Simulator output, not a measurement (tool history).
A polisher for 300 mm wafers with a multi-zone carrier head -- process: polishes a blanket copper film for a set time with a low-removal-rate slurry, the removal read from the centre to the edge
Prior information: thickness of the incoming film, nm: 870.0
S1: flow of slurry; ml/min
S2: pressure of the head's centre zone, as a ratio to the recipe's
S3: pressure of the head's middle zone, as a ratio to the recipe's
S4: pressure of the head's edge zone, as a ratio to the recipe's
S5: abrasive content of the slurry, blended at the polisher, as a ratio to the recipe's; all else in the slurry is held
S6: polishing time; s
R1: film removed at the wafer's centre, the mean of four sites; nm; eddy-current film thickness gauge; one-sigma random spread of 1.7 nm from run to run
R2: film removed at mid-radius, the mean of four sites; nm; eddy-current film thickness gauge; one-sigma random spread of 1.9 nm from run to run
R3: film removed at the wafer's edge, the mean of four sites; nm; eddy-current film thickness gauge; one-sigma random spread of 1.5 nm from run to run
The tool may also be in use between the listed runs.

Run 1, hour 0.0: S1 240 ml/min, S2 1.00, S3 1.00, S4 1.00, S5 1.00, S6 80 s. Result: R1 125.69 nm, R2 126.22 nm, R3 122.09 nm.
Run 2, hour 4.3: S1 240 ml/min, S2 1.00, S3 1.00, S4 1.00, S5 1.15, S6 80 s. Result: R1 131.00 nm, R2 130.56 nm, R3 128.78 nm.
Run 3, hour 11.4: S1 240 ml/min, S2 1.00, S3 1.00, S4 1.07, S5 1.15, S6 80 s. Result: R1 130.57 nm, R2 128.77 nm, R3 131.17 nm.
Run 4, hour 14.2: S1 250 ml/min, S2 1.00, S3 1.04, S4 1.08, S5 1.25, S6 83 s. Result: R1 143.61 nm, R2 146.54 nm, R3 142.70 nm.
Run 5, hour 17.8: S1 250 ml/min, S2 1.00, S3 1.04, S4 1.14, S5 1.25, S6 83 s. Result: R1 138.67 nm, R2 147.40 nm, R3 147.16 nm.
Run 6, hour 23.2: S1 260 ml/min, S2 1.01, S3 1.06, S4 1.15, S5 1.30, S6 84 s. Result: R1 143.83 nm, R2 152.15 nm, R3 150.19 nm.

Predict the results of run 7:
Run 7, hour 30.7: S1 260 ml/min, S2 1.01, S3 1.06, S4 1.15, S5 1.30, S6 84 s. Result: R1 ?, R2 ?, R3 ?.

R1: 142.51 nm
R2: 152.05 nm
R3: 150.26 nm

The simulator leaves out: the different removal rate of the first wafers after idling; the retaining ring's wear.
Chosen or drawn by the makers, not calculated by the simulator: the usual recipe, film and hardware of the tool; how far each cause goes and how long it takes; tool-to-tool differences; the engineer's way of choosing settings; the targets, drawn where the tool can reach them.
